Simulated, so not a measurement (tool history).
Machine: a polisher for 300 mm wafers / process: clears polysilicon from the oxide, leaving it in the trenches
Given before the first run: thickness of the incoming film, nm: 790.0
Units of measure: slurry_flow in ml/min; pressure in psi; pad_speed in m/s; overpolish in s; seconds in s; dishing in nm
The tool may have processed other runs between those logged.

run	hour	slurry_flow	pressure	pad_speed	overpolish	seconds	dishing
1	0.0	295	2.1	0.88	28	76.370	51.887
2	0.9	295	2.0	0.88	27	80.728	49.766
3	9.3	295	1.6	0.88	27	100.070	50.892
4	17.0	295	1.6	0.88	26	99.332	51.036
5	20.2	295	1.6	0.88	25	100.490	51.390
6	23.1	295	1.6	0.88	26	99.020	50.895
7	26.3	295	1.4	0.88	24	111.740	48.943
8	32.3	295	1.4	0.88	25	112.660	50.943
9	37.9	290	1.2	0.88	20	130.710	46.031
10	43.8	295	1.2	0.88	21	131.100	47.232

Estimate the outcome of run 11 from the log above:
11	45.0	360	1.3	0.88	35	?	?

{"run 11": {"seconds": 118.05, "dishing": 49.472}}

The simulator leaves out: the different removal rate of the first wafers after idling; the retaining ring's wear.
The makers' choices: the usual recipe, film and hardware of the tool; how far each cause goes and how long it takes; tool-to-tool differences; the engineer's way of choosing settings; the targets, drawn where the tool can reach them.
